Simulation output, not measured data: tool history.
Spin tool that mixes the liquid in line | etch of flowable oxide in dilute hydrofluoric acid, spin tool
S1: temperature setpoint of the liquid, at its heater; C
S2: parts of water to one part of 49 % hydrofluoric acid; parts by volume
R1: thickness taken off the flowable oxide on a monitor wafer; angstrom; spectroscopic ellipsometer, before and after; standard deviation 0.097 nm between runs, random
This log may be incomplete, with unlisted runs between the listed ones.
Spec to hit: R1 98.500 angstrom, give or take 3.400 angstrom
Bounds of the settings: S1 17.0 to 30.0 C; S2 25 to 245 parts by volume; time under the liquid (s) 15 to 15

{"run": 1, "day": 0.0, "S1": 22.0, "S2": 135, "time under the liquid (s)": 15, "R1": 70.372}
{"run": 2, "day": 0.062, "S1": 25.0, "S2": 135, "time under the liquid (s)": 15, "R1": 79.071}
{"run": 3, "day": 0.3, "S1": 25.0, "S2": 105, "time under the liquid (s)": 15, "R1": 105.2}
{"run": 4, "day": 0.442, "S1": 24.5, "S2": 105, "time under the liquid (s)": 15, "R1": 101.98}
{"run": 5, "day": 0.592, "S1": 24.5, "S2": 75, "time under the liquid (s)": 15, "R1": 152.08}
{"run": 6, "day": 0.729, "S1": 22.5, "S2": 75, "time under the liquid (s)": 15, "R1": 140.01}
{"run": 7, "day": 0.954, "S1": 21.5, "S2": 80, "time under the liquid (s)": 15, "R1": 123.48}
{"run": 8, "day": 1.112, "S1": 17.5, "S2": 80, "time under the liquid (s)": 15, "R1": 102.73}
{"run": 9, "day": 1.404, "S1": 17.0, "S2": 80, "time under the liquid (s)": 15, "R1": 102.23}

Pick the move, out of 4, that brings all results within their allowed miss; only one does.
{"run": "A", "day": 1.696, "S1": 17.5, "S2": 85, "time under the liquid (s)": 15, "R1": "?"}
{"run": "B", "day": 1.696, "S1": 19.0, "S2": 80, "time under the liquid (s)": 15, "R1": "?"}
{"run": "C", "day": 1.696, "S1": 18.0, "S2": 95, "time under the liquid (s)": 15, "R1": "?"}
{"run": "D", "day": 1.696, "S1": 19.0, "S2": 95, "time under the liquid (s)": 15, "R1": "?"}

move=A R1=98.980
move=B R1=112.650
move=C R1=89.481
move=D R1=93.297
A: every result lands within tolerance
B: the biggest miss grows against the last run
C: takes the biggest miss from the last run beyond its target
D: takes the biggest miss from the last run beyond its target
A is the move that brings every result within its allowed miss.
